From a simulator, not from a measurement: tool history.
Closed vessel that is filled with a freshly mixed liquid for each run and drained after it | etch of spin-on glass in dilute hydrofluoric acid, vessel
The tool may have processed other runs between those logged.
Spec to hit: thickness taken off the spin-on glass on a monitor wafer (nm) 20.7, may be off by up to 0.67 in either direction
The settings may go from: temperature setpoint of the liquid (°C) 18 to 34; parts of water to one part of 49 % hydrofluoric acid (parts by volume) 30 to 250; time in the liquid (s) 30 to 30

run	hour	temperature setpoint of the liquid (°C)	parts of water to one part of 49 % hydrofluoric acid (parts by volume)	time in the liquid (s)	thickness taken off the spin-on glass on a monitor wafer (nm)
1	0	26	140	30	10.174
2	6.7	26	175	30	7.9695
3	14.1	26	125	30	11.833
4	20.1	27.5	115	30	14.006
# hour 27.9: thermometer replaced
5	27.9	27.5	155	30	10.124
6	33.9	29.5	155	30	10.904
7	41.3	30.5	140	30	12.839
8	46.7	31.5	130	30	14.447
9	47.4	32	125	30	15.352
10	52	32.5	120	30	16.843
11	58.6	33	115	30	17.585
12	63.4	33	110	30	18.459
13	71	33	110	30	18.665

4 next moves are on the table. One of them brings every result within its allowed miss. Which?
A	78.6	32.5	100	30	?
B	78.6	33.5	120	30	?
C	78.6	34	110	30	?
D	78.6	32.5	120	30	?

move	thickness taken off the spin-on glass on a monitor wafer (nm)
A	20.588
B	17.265
C	19.464
D	16.658
A: every result lands within tolerance
B: the biggest miss grows against the last run
C: moves toward the targets from the last run without getting all of them in spec
D: the biggest miss grows against the last run
Answer: A
